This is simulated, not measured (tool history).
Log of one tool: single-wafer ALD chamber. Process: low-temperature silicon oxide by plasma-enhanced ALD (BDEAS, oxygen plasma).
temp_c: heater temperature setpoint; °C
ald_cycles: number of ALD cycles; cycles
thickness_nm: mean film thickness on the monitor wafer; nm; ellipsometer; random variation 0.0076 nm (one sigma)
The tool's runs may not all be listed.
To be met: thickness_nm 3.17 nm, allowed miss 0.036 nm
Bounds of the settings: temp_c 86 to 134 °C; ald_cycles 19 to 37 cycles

| run | hour | temp_c | ald_cycles | thickness_nm |
|---|---|---|---|---|
| 1 | 0 | 110 | 28 | 4.0534 |
| 2 | 5.6 | 103 | 28 | 4.0816 |
| 3 | 7.8 | 97 | 28 | 4.12 |
| 4 | 8.5 | 93 | 28 | 4.1763 |
| 5 | 15.3 | 101 | 28 | 4.0971 |
| 6 | 22.2 | 108 | 28 | 4.034 |
| 7 | 30.6 | 120 | 24 | 3.398 |
| 8 | 37.5 | 120 | 24 | 3.4116 |
| 9 | 42.3 | 121 | 24 | 3.3987 |
| 10 | 47.4 | 122 | 24 | 3.3956 |
| 11 | 50 | 123 | 24 | 3.3837 |
| 12 | 55.4 | 124 | 24 | 3.386 |
| 13 | 60 | 125 | 24 | 3.3645 |
| 14 | 67.3 | 126 | 24 | 3.3726 |
| 15 | 74.6 | 127 | 24 | 3.3645 |
| 16 | 76.9 | 128 | 24 | 3.3543 |
| 17 | 78 | 129 | 24 | 3.3398 |

5 next moves are on the table. One of them brings every result within its allowed miss. Which?
| A | 79.1 | 134 | 23 | ? |
| B | 79.1 | 132 | 22 | ? |
| C | 79.1 | 125 | 22 | ? |
| D | 79.1 | 130 | 22 | ? |
| E | 79.1 | 119 | 23 | ? |

| move | thickness_nm |
|---|---|
| A | 3.1787 |
| B | 3.0511 |
| C | 3.0881 |
| D | 3.0617 |
| E | 3.2616 |
A: meets every target
B: takes the result that was furthest off past its target
C: takes the result that was furthest off past its target
D: takes the result that was furthest off past its target
E: nearer than the last run, and not there yet
Move A is the one to make.

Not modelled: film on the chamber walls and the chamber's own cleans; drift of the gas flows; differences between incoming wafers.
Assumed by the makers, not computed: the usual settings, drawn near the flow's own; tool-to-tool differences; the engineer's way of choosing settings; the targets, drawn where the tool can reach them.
